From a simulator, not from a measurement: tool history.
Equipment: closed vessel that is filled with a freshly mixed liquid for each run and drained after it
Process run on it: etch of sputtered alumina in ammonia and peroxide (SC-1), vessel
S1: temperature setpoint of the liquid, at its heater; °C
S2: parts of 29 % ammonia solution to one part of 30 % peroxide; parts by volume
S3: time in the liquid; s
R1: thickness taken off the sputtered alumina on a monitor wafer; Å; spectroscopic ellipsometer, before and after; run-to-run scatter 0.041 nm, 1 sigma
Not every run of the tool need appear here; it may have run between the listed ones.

Run 1, hour 0: S1 62 °C, S2 0.75 parts by volume, S3 105 s. Result: R1 87.97 Å.
Run 2, hour 1.3: S1 62 °C, S2 0.9 parts by volume, S3 105 s. Result: R1 89.382 Å.
Run 3, hour 3.1: S1 61.5 °C, S2 0.9 parts by volume, S3 105 s. Result: R1 87.269 Å.
Run 4, hour 4.6: S1 61.5 °C, S2 1.05 parts by volume, S3 105 s. Result: R1 89.651 Å.
Run 5, hour 6.7: S1 61 °C, S2 1.05 parts by volume, S3 105 s. Result: R1 87.328 Å.
Run 6, hour 13.2: S1 61 °C, S2 1.05 parts by volume, S3 110 s. Result: R1 90.344 Å.

Forecast run 7:
Run 7, hour 22.2: S1 60.5 °C, S2 1.05 parts by volume, S3 110 s. Result: R1 ?.

For run 7 the tool returned R1 87.381 Å.
